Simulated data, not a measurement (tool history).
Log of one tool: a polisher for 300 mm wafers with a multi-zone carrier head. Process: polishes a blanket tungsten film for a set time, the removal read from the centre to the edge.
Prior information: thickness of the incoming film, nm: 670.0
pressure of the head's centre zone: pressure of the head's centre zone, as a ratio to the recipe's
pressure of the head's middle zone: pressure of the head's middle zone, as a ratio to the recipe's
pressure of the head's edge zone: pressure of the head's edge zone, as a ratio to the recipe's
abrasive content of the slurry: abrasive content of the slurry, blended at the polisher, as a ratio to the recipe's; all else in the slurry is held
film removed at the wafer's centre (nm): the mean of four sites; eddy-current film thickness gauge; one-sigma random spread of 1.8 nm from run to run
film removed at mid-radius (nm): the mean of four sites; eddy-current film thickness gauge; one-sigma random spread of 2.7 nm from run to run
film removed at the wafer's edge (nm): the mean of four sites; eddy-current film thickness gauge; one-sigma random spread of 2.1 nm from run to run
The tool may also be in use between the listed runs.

| run | hour | flow of slurry (ml/min) | pressure of the head's centre zone | pressure of the head's middle zone | pressure of the head's edge zone | abrasive content of the slurry | polishing time (s) | film removed at the wafer's centre (nm) | film removed at mid-radius (nm) | film removed at the wafer's edge (nm) |
|---|---|---|---|---|---|---|---|---|---|---|
| 1 | 0.0 | 310 | 1.00 | 1.00 | 1.00 | 1.00 | 45 | 223.14 | 225.19 | 226.25 |
| 2 | 8.4 | 310 | 1.00 | 1.00 | 1.00 | 1.00 | 38 | 191.37 | 194.75 | 189.59 |
| 3 | 16.4 | 345 | 1.00 | 1.00 | 1.00 | 1.00 | 38 | 193.06 | 196.66 | 189.23 |
| 4 | 22.9 | 335 | 1.00 | 0.99 | 1.03 | 1.05 | 38 | 192.84 | 195.49 | 193.15 |
| 5 | 26.0 | 335 | 1.00 | 1.06 | 1.03 | 1.05 | 38 | 197.58 | 206.47 | 194.09 |
| 6 | 30.1 | 325 | 1.00 | 1.04 | 1.05 | 1.10 | 38 | 194.17 | 208.48 | 200.14 |
|  | 34.7 | worn pad replaced by a new one |
| 7 | 34.7 | 390 | 1.09 | 0.94 | 1.15 | 1.20 | 39 | 256.59 | 228.60 | 246.45 |
| 8 | 36.2 | 370 | 1.07 | 0.94 | 1.15 | 1.20 | 39 | 251.77 | 218.92 | 249.19 |
| 9 | 43.6 | 360 | 1.05 | 0.95 | 1.14 | 1.20 | 39 | 243.83 | 224.73 | 246.66 |
| 10 | 49.6 | 360 | 1.05 | 0.95 | 1.14 | 1.20 | 39 | 246.54 | 227.19 | 247.46 |
| 11 | 50.5 | 355 | 1.03 | 0.94 | 1.13 | 1.20 | 39 | 241.72 | 221.02 | 243.15 |
| 12 | 57.3 | 340 | 1.01 | 0.94 | 1.12 | 1.20 | 39 | 236.81 | 224.63 | 241.62 |
| 13 | 64.6 | 330 | 1.00 | 0.93 | 1.12 | 1.15 | 39 | 232.04 | 220.84 | 242.61 |

Run 14 is up next; what results do you expect?
| 14 | 69.5 | 325 | 0.99 | 0.92 | 1.11 | 1.10 | 39 | ? | ? | ? |

{"run 14": {"film removed at the wafer's centre (nm)": 224.36, "film removed at mid-radius (nm)": 213.02, "film removed at the wafer's edge (nm)": 239.31}}

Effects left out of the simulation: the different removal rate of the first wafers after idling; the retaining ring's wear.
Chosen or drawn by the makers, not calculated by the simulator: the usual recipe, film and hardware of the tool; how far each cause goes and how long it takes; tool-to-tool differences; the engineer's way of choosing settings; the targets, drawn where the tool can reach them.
